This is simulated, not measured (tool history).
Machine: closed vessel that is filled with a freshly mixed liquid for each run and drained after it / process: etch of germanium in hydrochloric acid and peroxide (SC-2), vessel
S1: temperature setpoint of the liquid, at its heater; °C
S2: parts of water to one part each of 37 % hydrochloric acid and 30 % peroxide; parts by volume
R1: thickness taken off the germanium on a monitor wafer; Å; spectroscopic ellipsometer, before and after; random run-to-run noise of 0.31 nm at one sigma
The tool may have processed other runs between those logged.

{"run": 1, "hour": 0.0, "S1": 57.0, "S2": 8.0, "time in the liquid (s)": 30, "R1": 1064.8}
{"run": 2, "hour": 1.1, "S1": 55.0, "S2": 8.0, "time in the liquid (s)": 30, "R1": 1004.4}
{"run": 3, "hour": 4.7, "S1": 55.0, "S2": 10.5, "time in the liquid (s)": 30, "R1": 976.95}
{"run": 4, "hour": 11.8, "S1": 55.0, "S2": 10.5, "time in the liquid (s)": 30, "R1": 970.63}
{"run": 5, "hour": 20.4, "S1": 58.0, "S2": 10.5, "time in the liquid (s)": 30, "R1": 1068.7}
{"run": 6, "hour": 25.6, "S1": 58.0, "S2": 9.5, "time in the liquid (s)": 30, "R1": 1070.2}
{"run": 7, "hour": 27.0, "S1": 56.0, "S2": 9.5, "time in the liquid (s)": 30, "R1": 1016.1}

The next listed run, before its measurement:
{"run": 8, "hour": 28.1, "S1": 54.5, "S2": 9.5, "time in the liquid (s)": 30, "R1": "?"}

{"run 8": {"R1": 963.7}}
